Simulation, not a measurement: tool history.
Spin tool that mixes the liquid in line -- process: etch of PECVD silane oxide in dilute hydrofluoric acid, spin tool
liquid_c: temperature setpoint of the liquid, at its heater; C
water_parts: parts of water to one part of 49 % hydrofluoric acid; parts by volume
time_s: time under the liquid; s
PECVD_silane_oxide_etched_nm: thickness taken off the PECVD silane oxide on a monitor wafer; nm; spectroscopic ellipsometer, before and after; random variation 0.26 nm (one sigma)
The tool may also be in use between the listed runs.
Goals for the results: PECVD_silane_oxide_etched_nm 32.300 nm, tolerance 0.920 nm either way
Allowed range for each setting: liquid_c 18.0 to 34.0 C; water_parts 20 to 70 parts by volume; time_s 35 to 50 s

run,hour,liquid_c,water_parts,time_s,PECVD_silane_oxide_etched_nm
1,0.0,26.0,40,50,23.613
2,2.9,26.0,40,35,16.769
3,7.2,27.0,40,35,17.230
4,15.9,27.0,35,35,20.090
5,24.2,27.5,35,35,20.169
6,26.4,27.5,50,35,14.049
7,33.8,28.0,45,35,16.155
8,34.7,32.0,30,35,28.893
9,41.5,34.0,30,35,31.210
10,45.9,34.0,30,40,35.714

Which one of the following 5 next-run settings gets every result inside its allowed miss? There is exactly one.
A,50.3,34.0,35,45,?
B,50.3,34.0,35,40,?
C,50.3,33.5,40,50,?
D,50.3,34.0,30,45,?
E,50.3,33.5,30,35,?

move,PECVD_silane_oxide_etched_nm
A,34.103
B,30.314
C,32.244
D,40.137
E,30.615
A: nearer than the last run, and not there yet
B: takes the biggest miss from the last run beyond its target
C: each result inside its tolerance
D: its largest miss is bigger than the last run's
E: takes the biggest miss from the last run beyond its target
C meets every target.

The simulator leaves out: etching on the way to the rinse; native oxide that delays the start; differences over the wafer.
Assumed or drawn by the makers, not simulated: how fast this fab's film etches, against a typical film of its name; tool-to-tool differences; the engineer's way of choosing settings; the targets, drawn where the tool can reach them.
